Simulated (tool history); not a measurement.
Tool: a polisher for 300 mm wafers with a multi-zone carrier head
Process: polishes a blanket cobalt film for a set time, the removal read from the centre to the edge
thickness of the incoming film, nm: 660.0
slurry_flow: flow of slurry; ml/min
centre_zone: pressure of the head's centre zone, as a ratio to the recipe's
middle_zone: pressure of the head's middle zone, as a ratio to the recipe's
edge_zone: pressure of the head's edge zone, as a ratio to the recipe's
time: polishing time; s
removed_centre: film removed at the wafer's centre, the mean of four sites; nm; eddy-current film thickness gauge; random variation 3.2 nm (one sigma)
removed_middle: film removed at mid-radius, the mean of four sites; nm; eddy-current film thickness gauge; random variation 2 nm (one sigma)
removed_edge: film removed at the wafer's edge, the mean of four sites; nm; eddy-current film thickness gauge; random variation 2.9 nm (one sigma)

run 1 hour=0 | slurry_flow=220 centre_zone=1 middle_zone=1 edge_zone=1 time=49 | removed_centre=235.58 removed_middle=234.76 removed_edge=232.26
run 2 hour=8 | slurry_flow=225 centre_zone=1.01 middle_zone=0.99 edge_zone=1.02 time=50 | removed_centre=240.43 removed_middle=236.57 removed_edge=240.63
run 3 hour=14.4 | slurry_flow=225 centre_zone=1.01 middle_zone=0.99 edge_zone=0.95 time=50 | removed_centre=242.52 removed_middle=238.52 removed_edge=237.2
run 4 hour=22.2 | slurry_flow=225 centre_zone=1.08 middle_zone=0.99 edge_zone=0.95 time=50 | removed_centre=256.69 removed_middle=236.05 removed_edge=230.37
run 5 hour=26.6 | slurry_flow=225 centre_zone=1.08 middle_zone=0.99 edge_zone=0.95 time=44 | removed_centre=225.6 removed_middle=208.07 removed_edge=205.84
run 6 hour=30.8 | slurry_flow=225 centre_zone=1.08 middle_zone=0.93 edge_zone=0.95 time=44 | removed_centre=223.83 removed_middle=203.67 removed_edge=204.71

Predict the results of run 7:
run 7 hour=33.7 | slurry_flow=225 centre_zone=1.08 middle_zone=0.93 edge_zone=0.95 time=44 | removed_centre=? removed_middle=? removed_edge=?

{"run 7": {"removed_centre": 227.02, "removed_middle": 203.51, "removed_edge": 206.48}}
